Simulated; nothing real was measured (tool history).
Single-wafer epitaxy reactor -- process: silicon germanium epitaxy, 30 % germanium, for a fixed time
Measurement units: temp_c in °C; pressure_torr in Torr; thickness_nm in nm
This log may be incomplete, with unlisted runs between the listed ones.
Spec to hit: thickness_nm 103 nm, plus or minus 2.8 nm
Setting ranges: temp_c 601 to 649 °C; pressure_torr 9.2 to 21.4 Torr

run	day	temp_c	pressure_torr	thickness_nm
1	0	625	15.3	87.034
2	0.321	628	15.4	91.562
3	0.392	628	13.8	87.802
4	0.683	619	13.8	76.274
5	0.875	619	11.3	70.214
6	1.233	619	9.2	64.594
7	1.567	631	9.9	79.679
8	1.85	636	10	86.653

Which one of the following 4 next-run settings gets every result inside its allowed miss? There is exactly one.
A	2.133	646	9.2	?
B	2.133	641	11	?
C	2.133	638	11.6	?
D	2.133	644	11.4	?

move	thickness_nm
A	96.569
B	96.467
C	94.286
D	102.28
A: better than the last run, though not everything is in spec
B: better than the last run, though not everything is in spec
C: better than the last run, though not everything is in spec
D: all results land within tolerance of their targets
So the answer is move D, the one that meets all the targets.

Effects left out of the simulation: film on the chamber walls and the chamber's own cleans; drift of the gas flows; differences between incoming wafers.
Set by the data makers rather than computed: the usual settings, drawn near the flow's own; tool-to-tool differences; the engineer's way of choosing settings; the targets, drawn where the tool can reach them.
